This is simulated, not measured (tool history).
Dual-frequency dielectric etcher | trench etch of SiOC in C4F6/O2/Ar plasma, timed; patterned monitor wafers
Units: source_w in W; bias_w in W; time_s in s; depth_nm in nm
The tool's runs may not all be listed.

{"run": 1, "hour": 0.0, "source_w": 420, "bias_w": 211, "time_s": 22, "depth_nm": 44.051}
{"run": 2, "hour": 6.8, "source_w": 430, "bias_w": 214, "time_s": 22, "depth_nm": 44.735}
{"run": 3, "hour": 14.7, "source_w": 430, "bias_w": 199, "time_s": 22, "depth_nm": 44.071}
{"run": 4, "hour": 22.5, "source_w": 440, "bias_w": 202, "time_s": 22, "depth_nm": 44.664}
{"run": 5, "hour": 31.2, "source_w": 450, "bias_w": 205, "time_s": 22, "depth_nm": 44.848}
{"run": 6, "hour": 35.9, "source_w": 450, "bias_w": 239, "time_s": 22, "depth_nm": 47.706}
{"run": 7, "hour": 39.9, "source_w": 460, "bias_w": 240, "time_s": 22, "depth_nm": 48.3}
{"run": 8, "hour": 47.2, "source_w": 460, "bias_w": 241, "time_s": 22, "depth_nm": 48.411}

The next listed run, before its measurement:
{"run": 9, "hour": 52.1, "source_w": 460, "bias_w": 242, "time_s": 22, "depth_nm": "?"}

depth_nm: 48.405 nm
